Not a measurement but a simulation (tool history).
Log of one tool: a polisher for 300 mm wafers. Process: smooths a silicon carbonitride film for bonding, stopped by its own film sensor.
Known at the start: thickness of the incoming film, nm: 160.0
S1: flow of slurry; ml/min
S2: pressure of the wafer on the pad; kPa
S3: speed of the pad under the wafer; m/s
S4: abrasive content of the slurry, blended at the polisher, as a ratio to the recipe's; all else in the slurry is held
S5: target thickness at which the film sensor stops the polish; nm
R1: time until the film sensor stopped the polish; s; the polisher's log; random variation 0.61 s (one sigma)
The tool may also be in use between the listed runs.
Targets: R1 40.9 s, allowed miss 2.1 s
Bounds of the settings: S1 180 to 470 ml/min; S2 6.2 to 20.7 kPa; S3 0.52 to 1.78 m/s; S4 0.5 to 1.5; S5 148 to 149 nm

{"run": 1, "hour": 0.0, "S1": 300, "S2": 13.1, "S3": 1.14, "S4": 1, "S5": 148, "R1": 61.464}
{"run": 2, "hour": 7.1, "S1": 300, "S2": 13.8, "S3": 1.14, "S4": 1, "S5": 148, "R1": 58.55}
{"run": 3, "hour": 14.9, "S1": 300, "S2": 14.5, "S3": 1.14, "S4": 1, "S5": 148, "R1": 55.639}
{"run": 4, "hour": 20.3, "S1": 300, "S2": 15.2, "S3": 1.14, "S4": 1, "S5": 148, "R1": 53.64}
{"run": 5, "hour": 23.2, "S1": 300, "S2": 15.9, "S3": 1.14, "S4": 1, "S5": 148, "R1": 51.691}
{"run": 6, "hour": 26.1, "S1": 300, "S2": 16.5, "S3": 1.14, "S4": 1, "S5": 148, "R1": 49.763}
{"run": 7, "hour": 33.3, "S1": 300, "S2": 17.2, "S3": 1.14, "S4": 1, "S5": 148, "R1": 49.361}
{"run": 8, "hour": 37.1, "S1": 300, "S2": 17.9, "S3": 1.14, "S4": 1, "S5": 148, "R1": 48.694}
{"run": 9, "hour": 45.2, "S1": 300, "S2": 17.9, "S3": 1.16, "S4": 1, "S5": 148, "R1": 46.148}
{"run": 10, "hour": 48.9, "S1": 300, "S2": 19.3, "S3": 1.18, "S4": 1, "S5": 148, "R1": 43.97}

Which of these 4 next moves meets every target?
{"run": "A", "hour": 52.6, "S1": 310, "S2": 20.7, "S3": 1.28, "S4": 0.9, "S5": 149, "R1": "?"}
{"run": "B", "hour": 52.6, "S1": 185, "S2": 20.7, "S3": 1.14, "S4": 0.95, "S5": 149, "R1": "?"}
{"run": "C", "hour": 52.6, "S1": 375, "S2": 20, "S3": 1.1, "S4": 0.9, "S5": 148, "R1": "?"}
{"run": "D", "hour": 52.6, "S1": 300, "S2": 15.9, "S3": 1.24, "S4": 1.4, "S5": 148, "R1": "?"}

move=A R1=35.926
move=B R1=41.467
move=C R1=44.784
move=D R1=43.9
A: takes the result that was furthest off past its target
B: meets every target
C: further off than the last run
D: as far off as the last run
Answer: B
